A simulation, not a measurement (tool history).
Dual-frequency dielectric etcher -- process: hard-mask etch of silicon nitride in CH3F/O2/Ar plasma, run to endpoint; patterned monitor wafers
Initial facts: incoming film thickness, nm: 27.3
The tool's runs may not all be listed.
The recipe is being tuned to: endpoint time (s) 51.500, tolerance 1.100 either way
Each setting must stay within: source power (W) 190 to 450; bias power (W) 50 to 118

run 1 hour=0.0 | source_power_(W)=320 bias_power_(W)=84 | endpoint_time_(s)=43.160
run 2 hour=5.2 | source_power_(W)=320 bias_power_(W)=89 | endpoint_time_(s)=42.639
run 3 hour=6.0 | source_power_(W)=320 bias_power_(W)=97 | endpoint_time_(s)=40.732
run 4 hour=10.8 | source_power_(W)=320 bias_power_(W)=103 | endpoint_time_(s)=39.903
run 5 hour=11.5 | source_power_(W)=370 bias_power_(W)=103 | endpoint_time_(s)=38.194
run 6 hour=16.2 | source_power_(W)=430 bias_power_(W)=103 | endpoint_time_(s)=36.016
run 7 hour=18.8 | source_power_(W)=370 bias_power_(W)=91 | endpoint_time_(s)=40.172
run 8 hour=27.2 | source_power_(W)=330 bias_power_(W)=83 | endpoint_time_(s)=43.069
run 9 hour=34.6 | source_power_(W)=300 bias_power_(W)=78 | endpoint_time_(s)=45.688
run 10 hour=36.7 | source_power_(W)=270 bias_power_(W)=76 | endpoint_time_(s)=47.736
run 11 hour=43.8 | source_power_(W)=250 bias_power_(W)=75 | endpoint_time_(s)=49.156
run 12 hour=49.0 | source_power_(W)=240 bias_power_(W)=74 | endpoint_time_(s)=49.843
run 13 hour=56.2 | source_power_(W)=210 bias_power_(W)=72 | endpoint_time_(s)=53.341

Next run, 5 choices. One meets every target within its allowed miss, the rest don't. Which?
run A hour=63.4 | source_power_(W)=190 bias_power_(W)=70 | endpoint_time_(s)=?
run B hour=63.4 | source_power_(W)=190 bias_power_(W)=75 | endpoint_time_(s)=?
run C hour=63.4 | source_power_(W)=220 bias_power_(W)=75 | endpoint_time_(s)=?
run D hour=63.4 | source_power_(W)=260 bias_power_(W)=55 | endpoint_time_(s)=?
run E hour=63.4 | source_power_(W)=190 bias_power_(W)=71 | endpoint_time_(s)=?

move=A endpoint_time_(s)=55.153
move=B endpoint_time_(s)=53.809
move=C endpoint_time_(s)=51.205
move=D endpoint_time_(s)=53.743
move=E endpoint_time_(s)=54.875
A: lands further from the targets than the last run did
B: lands further from the targets than the last run did
C: all results in spec
D: lands further from the targets than the last run did
E: lands further from the targets than the last run did
So the answer is move C, the one that meets all the targets.
